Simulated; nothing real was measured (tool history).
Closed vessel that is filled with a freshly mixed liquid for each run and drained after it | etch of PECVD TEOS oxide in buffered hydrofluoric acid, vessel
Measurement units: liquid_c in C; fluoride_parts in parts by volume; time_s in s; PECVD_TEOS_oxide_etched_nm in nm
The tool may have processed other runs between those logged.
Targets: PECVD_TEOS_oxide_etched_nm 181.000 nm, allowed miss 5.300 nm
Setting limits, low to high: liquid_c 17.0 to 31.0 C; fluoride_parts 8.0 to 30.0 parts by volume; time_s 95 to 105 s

run,hour,liquid_c,fluoride_parts,time_s,PECVD_TEOS_oxide_etched_nm
1,0.0,23.0,21.5,95,82.003
2,4.9,24.5,19.5,95,95.150
3,7.3,26.0,17.5,95,116.230
4,13.8,26.0,17.5,105,127.790
5,15.2,26.0,15.5,105,144.050
6,18.2,27.0,15.5,105,152.070
7,23.5,27.5,15.5,105,156.150
8,30.2,28.0,15.5,105,161.010
9,38.5,28.5,15.5,105,163.840
10,39.9,29.0,15.5,105,169.470
11,47.5,29.5,15.5,105,172.670

Which single option among these 4 for the next run brings every result within its allowed miss of target? Just one does.
A,55.1,28.5,12.0,95,?
B,55.1,30.0,14.5,105,?
C,55.1,29.0,13.0,95,?
D,55.1,30.0,13.0,95,?

move,PECVD_TEOS_oxide_etched_nm
A,194.030
B,192.910
C,184.250
D,194.220
A: the result that was furthest off in the last run now lies on the other side of its target
B: the result that was furthest off in the last run now lies on the other side of its target
C: hits every target within its allowed miss
D: the result that was furthest off in the last run now lies on the other side of its target
Correct choice: C, which meets every target
